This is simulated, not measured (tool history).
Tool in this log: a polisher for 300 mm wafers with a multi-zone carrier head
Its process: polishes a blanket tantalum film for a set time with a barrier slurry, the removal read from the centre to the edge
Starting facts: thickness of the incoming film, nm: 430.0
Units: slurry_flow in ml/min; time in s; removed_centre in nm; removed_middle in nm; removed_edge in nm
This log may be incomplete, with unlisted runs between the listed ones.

{"run": 1, "day": 0.0, "slurry_flow": 180, "centre_zone": 1.0, "middle_zone": 1.0, "edge_zone": 1.0, "slurry_solids": 1.0, "time": 75, "removed_centre": 115.87, "removed_middle": 119.56, "removed_edge": 128.7}
{"run": 2, "day": 0.308, "slurry_flow": 175, "centre_zone": 1.01, "middle_zone": 0.97, "edge_zone": 0.98, "slurry_solids": 0.9, "time": 72, "removed_centre": 108.1, "removed_middle": 108.94, "removed_edge": 115.32}
{"run": 3, "day": 0.375, "slurry_flow": 170, "centre_zone": 1.02, "middle_zone": 0.94, "edge_zone": 1.0, "slurry_solids": 0.85, "time": 69, "removed_centre": 105.35, "removed_middle": 98.939, "removed_edge": 113.12}
{"run": 4, "day": 0.729, "slurry_flow": 170, "centre_zone": 1.02, "middle_zone": 0.94, "edge_zone": 1.04, "slurry_solids": 0.85, "time": 69, "removed_centre": 103.35, "removed_middle": 98.663, "removed_edge": 112.06}
{"run": 5, "day": 0.892, "slurry_flow": 165, "centre_zone": 1.02, "middle_zone": 0.92, "edge_zone": 1.03, "slurry_solids": 0.8, "time": 67, "removed_centre": 96.909, "removed_middle": 92.144, "removed_edge": 106.84}
{"run": 6, "day": 1.042, "slurry_flow": 160, "centre_zone": 1.03, "middle_zone": 0.9, "edge_zone": 1.01, "slurry_solids": 0.75, "time": 65, "removed_centre": 92.33, "removed_middle": 85.534, "removed_edge": 99.298}
{"run": 7, "day": 1.121, "slurry_flow": 155, "centre_zone": 1.04, "middle_zone": 0.88, "edge_zone": 1.0, "slurry_solids": 0.7, "time": 65, "removed_centre": 93.566, "removed_middle": 83.14, "removed_edge": 97.693}
{"run": 8, "day": 1.179, "slurry_flow": 150, "centre_zone": 1.04, "middle_zone": 0.87, "edge_zone": 0.99, "slurry_solids": 0.65, "time": 64, "removed_centre": 88.97, "removed_middle": 78.883, "removed_edge": 95.821}

What does the tool deliver on the next run?
{"run": 9, "day": 1.462, "slurry_flow": 150, "centre_zone": 1.04, "middle_zone": 0.87, "edge_zone": 0.97, "slurry_solids": 0.6, "time": 63, "removed_centre": "?", "removed_middle": "?", "removed_edge": "?"}

Run 9 came out at removed_centre 85.263 nm, removed_middle 75.762 nm, removed_edge 90.036 nm.
